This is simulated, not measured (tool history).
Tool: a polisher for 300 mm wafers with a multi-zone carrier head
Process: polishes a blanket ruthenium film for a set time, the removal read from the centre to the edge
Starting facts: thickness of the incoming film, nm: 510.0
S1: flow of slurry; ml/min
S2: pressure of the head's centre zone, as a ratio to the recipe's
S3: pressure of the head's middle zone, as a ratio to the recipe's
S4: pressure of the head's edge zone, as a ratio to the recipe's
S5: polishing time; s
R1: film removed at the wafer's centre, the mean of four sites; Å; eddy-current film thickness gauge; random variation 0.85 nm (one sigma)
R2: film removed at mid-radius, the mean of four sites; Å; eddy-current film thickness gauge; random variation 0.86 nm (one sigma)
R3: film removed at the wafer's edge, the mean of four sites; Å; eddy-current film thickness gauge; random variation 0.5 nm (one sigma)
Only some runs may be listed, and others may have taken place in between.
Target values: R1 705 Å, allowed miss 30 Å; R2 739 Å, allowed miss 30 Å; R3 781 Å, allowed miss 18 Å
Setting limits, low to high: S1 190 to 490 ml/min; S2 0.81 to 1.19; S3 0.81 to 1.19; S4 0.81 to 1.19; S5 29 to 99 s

run	hour	S1	S2	S3	S4	S5	R1	R2	R3
1	0	315	1	1	1	64	656.31	661.62	664.04
2	2.7	315	1.03	1	1	64	690.07	675.09	665.65
3	8.1	315	1.03	0.97	1	64	680.45	649.66	669.58
4	15.5	315	1.03	1.04	1	64	676.37	692.14	658.13
5	22.3	315	1.03	1.12	1	64	679.96	737.82	657.07
6	26.2	320	1.02	1.1	1.05	65	683.48	724.27	691.85
7	28.7	325	1.02	1.1	1.08	66	704.69	747.78	695.41
8	32.3	325	1.02	1.1	1.08	66	699.41	729.5	702.52
9	38.4	325	1.01	1.1	1.1	67	695.26	760.12	716.76
10	39.2	325	1	1.07	1.12	68	704.86	742.81	733.84
11	43.6	325	0.99	1.06	1.14	69	687.86	762.86	752.45
12	49.8	335	1.03	0.98	1.19	70	736.93	720.32	776.21
# hour 53.6: edge zone pressure recalibrated
13	53.6	335	1.03	0.98	1.19	70	749.05	725.51	760.17
14	55.7	335	1.03	0.98	1.19	70	747.89	711.91	767.66
15	61.1	335	1.02	0.99	1.19	70	743.26	734.3	770.94
16	66.4	330	1.01	0.99	1.19	70	731.22	727.66	756.71
17	72.6	330	1.01	0.99	1.19	70	731.93	720.15	754.15

Consider the 5 candidate settings below. Which is the only one whose results all fall within their allowed miss of target?
A	78.8	355	1.02	0.97	1.16	67	?	?	?
B	78.8	280	0.94	0.99	1.16	74	?	?	?
C	78.8	420	1.03	0.89	1.18	71	?	?	?
D	78.8	310	0.94	0.93	1.17	68	?	?	?
E	78.8	410	0.95	0.91	1.19	74	?	?	?

move	R1	R2	R3
A	712.97	680.73	729.07
B	709.78	747.68	791.6
C	773.17	683.36	786.64
D	659.29	660.9	736.2
E	743.44	723.6	821.51
A: the biggest miss grows against the last run
B: every result lands within tolerance
C: brings the last run's worst result on target, with another outside its allowed miss
D: the biggest miss grows against the last run
E: the result that was furthest off in the last run now lies on the other side of its target
B meets every target.
